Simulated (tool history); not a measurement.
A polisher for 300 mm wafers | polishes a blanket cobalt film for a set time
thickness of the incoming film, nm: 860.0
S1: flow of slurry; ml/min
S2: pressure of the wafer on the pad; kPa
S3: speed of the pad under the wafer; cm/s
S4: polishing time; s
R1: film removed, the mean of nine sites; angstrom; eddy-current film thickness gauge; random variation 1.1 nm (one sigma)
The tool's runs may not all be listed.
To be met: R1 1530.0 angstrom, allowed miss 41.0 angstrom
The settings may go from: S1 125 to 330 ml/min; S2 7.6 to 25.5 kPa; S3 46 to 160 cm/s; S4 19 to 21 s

run 1 hour=0.0 | S1=210 S2=16.5 S3=102 S4=21 | R1=1150.5
run 2 hour=8.2 | S1=215 S2=17.2 S3=102 S4=21 | R1=1178.0
run 3 hour=13.3 | S1=215 S2=17.9 S3=102 S4=21 | R1=1216.0
run 4 hour=15.7 | S1=215 S2=18.6 S3=102 S4=21 | R1=1238.1
run 5 hour=23.4 | S1=165 S2=18.6 S3=102 S4=21 | R1=1197.6
run 6 hour=24.7 | S1=165 S2=18.6 S3=88 S4=21 | R1=1029.7
run 7 hour=25.9 | S1=210 S2=22.8 S3=90 S4=21 | R1=1238.0
-- hour=31.3 slurry nozzle cleaned
run 8 hour=31.3 | S1=210 S2=22.8 S3=90 S4=21 | R1=1312.6
run 9 hour=34.4 | S1=240 S2=25.5 S3=90 S4=21 | R1=1430.0

4 next moves are on the table. One of them brings every result within its allowed miss. Which?
run A hour=37.5 | S1=230 S2=24.8 S3=96 S4=19 | R1=?
run B hour=37.5 | S1=240 S2=24.8 S3=96 S4=19 | R1=?
run C hour=37.5 | S1=270 S2=25.5 S3=84 S4=20 | R1=?
run D hour=37.5 | S1=215 S2=25.5 S3=102 S4=20 | R1=?

move=A R1=1343.2
move=B R1=1348.5
move=C R1=1285.1
move=D R1=1518.4
A: further off than the last run
B: further off than the last run
C: further off than the last run
D: meets every target
The right move is D.
